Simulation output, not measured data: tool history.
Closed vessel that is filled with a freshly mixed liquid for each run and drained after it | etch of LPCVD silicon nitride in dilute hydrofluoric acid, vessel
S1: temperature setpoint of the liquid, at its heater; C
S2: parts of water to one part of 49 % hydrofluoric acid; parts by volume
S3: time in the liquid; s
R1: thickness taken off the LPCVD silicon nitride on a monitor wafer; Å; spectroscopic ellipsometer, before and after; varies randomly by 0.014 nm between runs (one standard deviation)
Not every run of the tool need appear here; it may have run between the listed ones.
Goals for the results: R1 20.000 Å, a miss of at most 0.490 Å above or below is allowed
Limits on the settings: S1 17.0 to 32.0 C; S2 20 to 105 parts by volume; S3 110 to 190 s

run 1 hour=0.0 | S1=24.0 S2=55 S3=190 | R1=15.452
run 2 hour=2.9 | S1=25.5 S2=55 S3=190 | R1=17.006
run 3 hour=9.6 | S1=26.5 S2=55 S3=190 | R1=18.400
run 4 hour=15.2 | S1=27.0 S2=55 S3=190 | R1=18.882
run 5 hour=20.5 | S1=27.5 S2=55 S3=190 | R1=19.133
run 6 hour=21.7 | S1=29.5 S2=55 S3=190 | R1=22.093
run 7 hour=26.3 | S1=29.0 S2=55 S3=190 | R1=21.346
run 8 hour=29.6 | S1=28.5 S2=55 S3=190 | R1=20.927

Pick the move, out of 5, that brings all results within their allowed miss; only one does.
run A hour=32.9 | S1=27.0 S2=45 S3=175 | R1=?
run B hour=32.9 | S1=27.5 S2=50 S3=185 | R1=?
run C hour=32.9 | S1=30.0 S2=55 S3=180 | R1=?
run D hour=32.9 | S1=29.0 S2=55 S3=185 | R1=?
run E hour=32.9 | S1=26.5 S2=50 S3=190 | R1=?

move=A R1=21.160
move=B R1=20.844
move=C R1=21.715
move=D R1=20.923
move=E R1=20.041
A: its largest miss is bigger than the last run's
B: moves toward the targets from the last run without getting all of them in spec
C: its largest miss is bigger than the last run's
D: no better and no worse than the last run
E: every result lands within tolerance
E meets every target.
